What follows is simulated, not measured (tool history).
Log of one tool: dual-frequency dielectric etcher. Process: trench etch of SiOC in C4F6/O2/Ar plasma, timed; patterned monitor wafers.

run,day,source power (kW),bias power (kW),etch time (s),mean etch depth across the wafer (nm)
1,0,0.31,0.164,12,22.198
2,0.071,0.3,0.162,12,21.487
3,0.238,0.28,0.162,12,21.093
4,0.475,0.28,0.187,12,21.703
5,0.75,0.28,0.165,12,21.283
6,0.979,0.28,0.165,12,21.274

Run 7 comes next. What will it give?
7,1.233,0.27,0.163,12,?

Logged for run 7: mean etch depth across the wafer (nm) 20.624.
